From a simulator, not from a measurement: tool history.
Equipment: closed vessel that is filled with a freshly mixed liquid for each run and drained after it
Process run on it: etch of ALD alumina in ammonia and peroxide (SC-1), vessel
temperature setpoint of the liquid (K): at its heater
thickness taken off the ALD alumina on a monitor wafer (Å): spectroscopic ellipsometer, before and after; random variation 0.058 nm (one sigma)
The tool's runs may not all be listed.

run,hour,temperature setpoint of the liquid (K),parts of 29 % ammonia solution to one part of 30 % peroxide (parts by volume),time in the liquid (s),thickness taken off the ALD alumina on a monitor wafer (Å)
1,0.0,328.15,0.65,145,124.610
2,2.0,328.15,0.80,145,125.940
3,10.3,325.65,0.80,145,110.540
4,12.2,323.65,0.80,145,98.395
5,20.1,323.65,0.80,110,74.471
6,22.2,323.65,0.80,145,99.286
7,25.7,315.65,0.80,145,62.616

Expected results for the next run?
8,29.7,316.15,0.80,145,?

{"run 8": {"thickness taken off the ALD alumina on a monitor wafer (Å)": 64.777}}
